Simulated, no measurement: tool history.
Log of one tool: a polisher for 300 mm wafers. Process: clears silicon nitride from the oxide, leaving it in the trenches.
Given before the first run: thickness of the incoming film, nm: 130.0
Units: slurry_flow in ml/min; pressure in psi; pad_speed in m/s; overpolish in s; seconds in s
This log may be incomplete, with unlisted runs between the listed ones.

run,hour,slurry_flow,pressure,pad_speed,overpolish,seconds
1,0,295,3,1.2,7,87.721
2,5.1,295,2.8,1.2,7,93.156
3,6.9,295,2.8,1.2,7,91.865
4,10.6,295,2.8,1.32,7,86.225
5,17.4,295,2.8,1.32,7,86.11
6,24.3,295,2.6,1.32,7,90.896
7,30.4,295,2.4,1.32,7,96.992
8,39.3,295,2.3,1.32,7,102.16
9,43.9,295,2.2,1.32,7,107.36
10,50.8,295,2.1,1.32,7,108.68
11,53.2,295,2,1.32,7,116.32

Predict the results of run 12:
12,56.3,295,1.7,1.32,7,?

seconds: 135.15 s

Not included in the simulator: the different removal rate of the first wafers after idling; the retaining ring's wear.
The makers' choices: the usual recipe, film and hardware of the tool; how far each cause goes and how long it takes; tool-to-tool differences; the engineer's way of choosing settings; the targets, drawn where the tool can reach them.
